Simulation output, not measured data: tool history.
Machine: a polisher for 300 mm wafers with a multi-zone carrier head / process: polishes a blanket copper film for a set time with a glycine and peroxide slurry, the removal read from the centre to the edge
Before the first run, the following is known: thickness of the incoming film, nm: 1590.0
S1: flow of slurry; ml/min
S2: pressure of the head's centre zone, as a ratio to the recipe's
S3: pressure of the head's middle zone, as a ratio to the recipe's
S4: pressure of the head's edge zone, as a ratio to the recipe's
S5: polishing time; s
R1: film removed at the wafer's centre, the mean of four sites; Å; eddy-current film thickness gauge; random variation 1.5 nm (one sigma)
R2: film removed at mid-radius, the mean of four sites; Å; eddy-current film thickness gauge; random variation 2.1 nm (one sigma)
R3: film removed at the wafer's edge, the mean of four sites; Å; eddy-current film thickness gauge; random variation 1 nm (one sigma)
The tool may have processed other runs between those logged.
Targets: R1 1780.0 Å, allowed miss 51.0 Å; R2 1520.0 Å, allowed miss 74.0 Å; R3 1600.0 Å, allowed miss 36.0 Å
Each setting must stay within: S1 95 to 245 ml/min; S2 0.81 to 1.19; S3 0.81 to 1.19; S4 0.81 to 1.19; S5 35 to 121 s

| run | hour | S1 | S2 | S3 | S4 | S5 | R1 | R2 | R3 |
|---|---|---|---|---|---|---|---|---|---|
| 1 | 0.0 | 155 | 1.00 | 1.00 | 1.00 | 78 | 2263.5 | 2209.3 | 2230.3 |
| 2 | 2.3 | 155 | 1.00 | 1.00 | 0.95 | 78 | 2253.1 | 2284.7 | 2201.5 |
| 3 | 7.0 | 155 | 1.00 | 1.00 | 1.03 | 78 | 2236.6 | 2222.8 | 2288.3 |
| 4 | 9.8 | 150 | 1.01 | 0.97 | 0.99 | 74 | 2152.4 | 2061.5 | 2118.3 |
| 5 | 17.5 | 150 | 1.01 | 0.91 | 0.99 | 74 | 2155.7 | 1962.0 | 2120.8 |
| 6 | 18.9 | 150 | 1.07 | 0.91 | 0.99 | 74 | 2240.3 | 1950.0 | 2099.4 |
| 7 | 24.6 | 150 | 1.07 | 0.91 | 0.99 | 74 | 2285.1 | 1962.3 | 2126.1 |
| 8 | 26.6 | 145 | 1.06 | 0.90 | 0.96 | 70 | 2095.4 | 1811.6 | 1959.3 |
| 9 | 29.3 | 115 | 1.06 | 0.86 | 0.86 | 62 | 1684.8 | 1465.8 | 1565.3 |
| 10 | 32.9 | 120 | 1.06 | 0.86 | 0.86 | 62 | 1716.9 | 1433.8 | 1570.9 |

Pick the move, out of 4, that brings all results within their allowed miss; only one does.
| A | 36.5 | 135 | 1.08 | 1.00 | 0.82 | 60 | ? | ? | ? |
| B | 36.5 | 160 | 1.15 | 0.89 | 0.82 | 58 | ? | ? | ? |
| C | 36.5 | 95 | 1.09 | 0.98 | 0.83 | 64 | ? | ? | ? |
| D | 36.5 | 105 | 1.14 | 0.95 | 0.93 | 63 | ? | ? | ? |

| move | R1 | R2 | R3 |
|---|---|---|---|
| A | 1800.3 | 1656.8 | 1552.3 |
| B | 1960.7 | 1527.1 | 1555.1 |
| C | 1639.0 | 1507.6 | 1520.7 |
| D | 1782.6 | 1514.2 | 1623.0 |
A: the furthest-off result lands on target, but another misses its tolerance
B: carries the result that was furthest off beyond its target, to the other side
C: misses by more than the last run did
D: meets every target
Correct choice: D, which meets every target

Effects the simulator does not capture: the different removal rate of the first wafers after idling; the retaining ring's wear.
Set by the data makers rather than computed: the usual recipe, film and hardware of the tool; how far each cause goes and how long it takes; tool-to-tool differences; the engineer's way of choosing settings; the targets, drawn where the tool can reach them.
